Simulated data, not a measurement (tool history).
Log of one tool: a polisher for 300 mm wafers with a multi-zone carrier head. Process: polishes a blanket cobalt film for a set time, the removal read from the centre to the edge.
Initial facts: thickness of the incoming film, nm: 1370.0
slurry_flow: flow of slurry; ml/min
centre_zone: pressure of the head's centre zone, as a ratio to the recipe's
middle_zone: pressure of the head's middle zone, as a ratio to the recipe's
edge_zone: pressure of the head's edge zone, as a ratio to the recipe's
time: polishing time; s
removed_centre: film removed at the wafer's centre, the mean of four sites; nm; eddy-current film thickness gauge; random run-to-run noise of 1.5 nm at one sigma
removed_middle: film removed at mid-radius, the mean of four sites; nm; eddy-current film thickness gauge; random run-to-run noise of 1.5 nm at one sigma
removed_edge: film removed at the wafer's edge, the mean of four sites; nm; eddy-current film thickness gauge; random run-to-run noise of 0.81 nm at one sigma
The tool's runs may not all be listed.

run	day	slurry_flow	centre_zone	middle_zone	edge_zone	time	removed_centre	removed_middle	removed_edge
1	0.000	215	1.00	1.00	1.00	70	241.55	244.70	244.15
2	0.338	215	1.00	0.93	1.00	70	251.14	228.12	243.41
3	0.625	215	1.00	0.88	1.00	70	251.32	212.19	243.00
4	0.871	210	0.99	0.88	0.96	60	204.99	187.82	204.47
5	1.079	210	0.94	0.88	0.96	60	203.19	188.42	203.58
6	1.183	210	0.94	0.88	1.04	60	199.62	186.66	212.54
7	1.275	210	0.94	0.88	1.04	60	203.68	184.67	214.83
8	1.579	205	0.96	0.86	0.98	53	180.36	163.08	183.27
9	1.883	195	0.97	0.85	0.94	49	169.42	145.76	163.94
10	2.029	180	0.96	0.85	0.91	47	155.53	140.44	154.47
11	2.342	170	0.97	0.85	0.88	45	150.23	132.45	143.11
12	2.604	160	0.97	0.85	0.86	45	149.60	130.57	141.20
13	2.650	155	0.97	0.85	0.85	44	141.95	126.05	136.61
14	2.912	145	1.00	0.88	0.81	41	134.49	120.99	123.89

Forecast run 15:
15	3.075	150	1.00	0.88	0.81	41	?	?	?

{"run 15": {"removed_centre": 137.69, "removed_middle": 122.33, "removed_edge": 123.91}}
